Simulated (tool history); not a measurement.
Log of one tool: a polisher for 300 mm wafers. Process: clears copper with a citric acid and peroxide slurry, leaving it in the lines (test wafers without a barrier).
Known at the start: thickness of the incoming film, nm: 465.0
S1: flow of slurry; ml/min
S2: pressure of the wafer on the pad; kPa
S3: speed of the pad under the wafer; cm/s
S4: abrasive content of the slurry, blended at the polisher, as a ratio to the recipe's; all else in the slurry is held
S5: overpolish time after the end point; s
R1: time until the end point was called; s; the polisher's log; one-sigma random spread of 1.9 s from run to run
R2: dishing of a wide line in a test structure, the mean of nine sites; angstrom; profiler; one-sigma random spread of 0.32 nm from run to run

run 1 day=0.000 | S1=250 S2=24.8 S3=124 S4=1.0 S5=9 | R1=179.44 R2=173.59
run 2 day=0.100 | S1=250 S2=22.1 S3=124 S4=1.0 S5=9 | R1=203.27 R2=161.23
run 3 day=0.138 | S1=250 S2=23.4 S3=124 S4=1.0 S5=9 | R1=190.69 R2=166.18
run 4 day=0.200 | S1=250 S2=23.4 S3=124 S4=1.0 S5=11 | R1=189.93 R2=202.56
run 5 day=0.546 | S1=250 S2=23.4 S3=138 S4=1.0 S5=11 | R1=173.50 R2=225.17
run 6 day=0.892 | S1=190 S2=23.4 S3=138 S4=1.0 S5=11 | R1=175.53 R2=217.91
run 7 day=1.204 | S1=190 S2=24.8 S3=138 S4=1.0 S5=11 | R1=165.58 R2=234.09
run 8 day=1.262 | S1=190 S2=25.5 S3=138 S4=1.0 S5=10 | R1=160.08 R2=213.74
run 9 day=1.612 | S1=190 S2=26.2 S3=138 S4=1.0 S5=10 | R1=161.49 R2=219.61
run 10 day=1.750 | S1=190 S2=26.9 S3=138 S4=1.0 S5=9 | R1=155.60 R2=207.63
run 11 day=2.096 | S1=190 S2=27.6 S3=138 S4=1.0 S5=9 | R1=153.91 R2=216.25
run 12 day=2.229 | S1=190 S2=28.3 S3=138 S4=1.0 S5=8 | R1=153.19 R2=192.89

Expected results for the next run?
run 13 day=2.471 | S1=190 S2=29.0 S3=138 S4=1.0 S5=8 | R1=? R2=?

Run 13 gave R1 142.71 s, R2 204.60 angstrom.
